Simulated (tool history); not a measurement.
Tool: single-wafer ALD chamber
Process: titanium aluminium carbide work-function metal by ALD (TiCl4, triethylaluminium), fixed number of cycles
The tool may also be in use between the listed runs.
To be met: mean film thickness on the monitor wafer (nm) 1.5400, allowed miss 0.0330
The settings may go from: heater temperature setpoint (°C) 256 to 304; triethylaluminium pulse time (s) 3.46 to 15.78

run	hour	heater temperature setpoint (°C)	triethylaluminium pulse time (s)	mean film thickness on the monitor wafer (nm)
1	0.0	280	9.62	1.8337
2	6.7	280	8.06	1.7658
3	13.3	280	10.83	1.8589
4	18.0	276	9.92	1.7960
5	21.3	276	11.59	1.8346
6	25.0	276	13.40	1.8362
7	26.8	272	11.55	1.7826
8	34.2	269	10.47	1.7422
9	43.0	267	9.44	1.7008
10	46.4	265	8.76	1.6612
11	52.3	256	6.53	1.4837
12	55.4	257	6.59	1.4956
13	57.3	258	6.64	1.5061

4 next moves are on the table. One of them brings every result within its allowed miss. Which?
A	59.2	259	6.99	?
B	59.2	272	6.41	?
C	59.2	263	7.65	?
D	59.2	256	5.71	?

move	mean film thickness on the monitor wafer (nm)
A	1.5421
B	1.6099
C	1.6127
D	1.4175
A: meets every target
B: takes the result that was furthest off past its target
C: takes the result that was furthest off past its target
D: further off than the last run
Move A is the one to make.
